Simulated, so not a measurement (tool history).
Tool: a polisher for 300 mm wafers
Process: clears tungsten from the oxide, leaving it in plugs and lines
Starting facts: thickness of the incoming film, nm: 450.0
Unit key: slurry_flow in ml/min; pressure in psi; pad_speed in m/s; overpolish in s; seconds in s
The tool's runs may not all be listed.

run  hour  slurry_flow  pressure  pad_speed  slurry_solids  overpolish  seconds
  1   0.0          255       2.9       1.04           1.00          10   128.02
  2   2.8          255       2.9       1.04           0.95          10   131.52
  3   5.9          255       3.2       1.04           0.95          10   118.65
  4   6.5          255       3.4       1.04           0.95          10   111.62
  5  11.0          205       3.4       1.04           0.95          10   114.02
  6  14.7          205       3.6       1.04           0.95          10   106.50
  7  23.0          205       3.7       1.04           0.95          10   107.07
  8  30.1          205       3.7       1.04           0.95          10   104.14

Predict the results of run 9:
  9  37.0          205       3.8       1.04           0.95          10        ?

seconds: 102.55 s
